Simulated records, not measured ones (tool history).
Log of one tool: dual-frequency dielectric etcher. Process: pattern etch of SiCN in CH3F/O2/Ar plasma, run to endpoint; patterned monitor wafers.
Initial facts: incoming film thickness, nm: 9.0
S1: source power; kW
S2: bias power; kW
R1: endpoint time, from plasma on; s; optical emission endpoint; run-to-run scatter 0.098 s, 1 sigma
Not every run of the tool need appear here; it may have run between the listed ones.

run	hour	S1	S2	R1
1	0	0.41	0.079	23.114
2	7.1	0.41	0.066	25.211
3	15.9	0.47	0.066	24.25
4	18.4	0.43	0.066	24.784
5	19.9	0.46	0.074	23.15
6	28	0.43	0.074	23.745

Estimate the outcome of run 7 from the log above:
7	29.4	0.46	0.08	?

Run 7 measured R1 22.391 s.
